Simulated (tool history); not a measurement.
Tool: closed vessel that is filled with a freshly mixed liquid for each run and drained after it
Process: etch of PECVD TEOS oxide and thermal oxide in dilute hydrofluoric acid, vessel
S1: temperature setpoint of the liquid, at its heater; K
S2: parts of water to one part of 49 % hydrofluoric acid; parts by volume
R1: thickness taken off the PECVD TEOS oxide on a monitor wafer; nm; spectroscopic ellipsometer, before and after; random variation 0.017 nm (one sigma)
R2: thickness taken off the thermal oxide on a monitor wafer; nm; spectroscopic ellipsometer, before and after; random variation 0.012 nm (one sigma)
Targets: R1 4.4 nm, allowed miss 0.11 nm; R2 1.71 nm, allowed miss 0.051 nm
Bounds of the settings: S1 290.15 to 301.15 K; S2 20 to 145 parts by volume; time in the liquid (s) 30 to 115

run 1 day=0 | S1=293.15 S2=80 time_in_the_liquid_(s)=60 | R1=8.4132 R2=3.2665
run 2 day=0.121 | S1=292.65 S2=90 time_in_the_liquid_(s)=60 | R1=7.2896 R2=2.8026
run 3 day=0.388 | S1=292.65 S2=105 time_in_the_liquid_(s)=60 | R1=6.1325 R2=2.3694
run 4 day=0.483 | S1=292.15 S2=110 time_in_the_liquid_(s)=60 | R1=5.719 R2=2.2105
run 5 day=0.758 | S1=292.15 S2=110 time_in_the_liquid_(s)=35 | R1=3.3163 R2=1.2905
run 6 day=1.125 | S1=292.15 S2=135 time_in_the_liquid_(s)=35 | R1=2.6371 R2=1.0313
run 7 day=1.354 | S1=294.15 S2=135 time_in_the_liquid_(s)=35 | R1=2.8555 R2=1.1196
run 8 day=1.575 | S1=294.15 S2=135 time_in_the_liquid_(s)=35 | R1=2.8581 R2=1.1044
run 9 day=1.738 | S1=298.15 S2=120 time_in_the_liquid_(s)=35 | R1=3.8237 R2=1.4864
run 10 day=1.867 | S1=298.65 S2=120 time_in_the_liquid_(s)=35 | R1=3.8969 R2=1.5165
run 11 day=2.142 | S1=299.15 S2=120 time_in_the_liquid_(s)=35 | R1=3.9772 R2=1.5467
run 12 day=2.483 | S1=299.15 S2=120 time_in_the_liquid_(s)=35 | R1=3.9942 R2=1.5414

Which of these 5 next moves meets every target?
run A day=2.825 | S1=290.65 S2=75 time_in_the_liquid_(s)=35 | R1=? R2=?
run B day=2.825 | S1=301.15 S2=110 time_in_the_liquid_(s)=35 | R1=? R2=?
run C day=2.825 | S1=299.65 S2=145 time_in_the_liquid_(s)=50 | R1=? R2=?
run D day=2.825 | S1=291.65 S2=90 time_in_the_liquid_(s)=40 | R1=? R2=?
run E day=2.825 | S1=293.65 S2=90 time_in_the_liquid_(s)=35 | R1=? R2=?

move=A R1=4.7696 R2=1.8454
move=B R1=4.7583 R2=1.8411
move=C R1=4.6615 R2=1.8036
move=D R1=4.6615 R2=1.8036
move=E R1=4.432 R2=1.7148
A: takes the result that was furthest off past its target
B: takes the result that was furthest off past its target
C: takes the result that was furthest off past its target
D: takes the result that was furthest off past its target
E: meets every target
The right move is E.
